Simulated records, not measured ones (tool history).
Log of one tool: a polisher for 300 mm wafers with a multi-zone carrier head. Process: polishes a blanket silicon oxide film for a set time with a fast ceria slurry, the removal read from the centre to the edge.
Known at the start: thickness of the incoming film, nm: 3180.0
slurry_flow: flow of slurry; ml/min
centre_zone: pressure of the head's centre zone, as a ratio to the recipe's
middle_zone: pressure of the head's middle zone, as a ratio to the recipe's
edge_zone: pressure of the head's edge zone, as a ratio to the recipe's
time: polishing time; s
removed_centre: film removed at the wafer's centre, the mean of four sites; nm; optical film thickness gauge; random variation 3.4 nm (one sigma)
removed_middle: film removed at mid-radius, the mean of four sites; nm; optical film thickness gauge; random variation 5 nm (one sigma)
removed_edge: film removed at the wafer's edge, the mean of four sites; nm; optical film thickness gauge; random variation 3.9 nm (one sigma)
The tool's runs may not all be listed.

| run | hour | slurry_flow | centre_zone | middle_zone | edge_zone | time | removed_centre | removed_middle | removed_edge |
|---|---|---|---|---|---|---|---|---|---|
| 1 | 0 | 235 | 1 | 1 | 1 | 31 | 687.96 | 689.79 | 724.99 |
| 2 | 5.4 | 265 | 1 | 1 | 1 | 31 | 696.2 | 697.94 | 728.73 |
| 3 | 6.3 | 265 | 1 | 1 | 1 | 34 | 753.96 | 784.84 | 805.68 |
| 4 | 8.7 | 265 | 0.95 | 1 | 1 | 34 | 714.73 | 762.18 | 797.75 |
| 5 | 9.9 | 260 | 0.93 | 0.98 | 0.99 | 33 | 683.37 | 741.72 | 782.74 |
| 6 | 13 | 215 | 0.93 | 0.98 | 0.99 | 33 | 670.05 | 731.44 | 768.47 |
| 7 | 20.6 | 215 | 0.92 | 0.96 | 0.99 | 32 | 646.1 | 681.97 | 748.57 |
| 8 | 21.4 | 215 | 0.91 | 0.95 | 0.98 | 31 | 626.63 | 654.56 | 717.55 |
| 9 | 30.1 | 210 | 0.9 | 0.94 | 0.98 | 30 | 587.13 | 632.83 | 701.66 |

Forecast run 10:
| 10 | 34.9 | 210 | 0.89 | 0.92 | 0.97 | 29 | ? | ? | ? |

removed_centre: 560.91 nm
removed_middle: 607.61 nm
removed_edge: 665.46 nm

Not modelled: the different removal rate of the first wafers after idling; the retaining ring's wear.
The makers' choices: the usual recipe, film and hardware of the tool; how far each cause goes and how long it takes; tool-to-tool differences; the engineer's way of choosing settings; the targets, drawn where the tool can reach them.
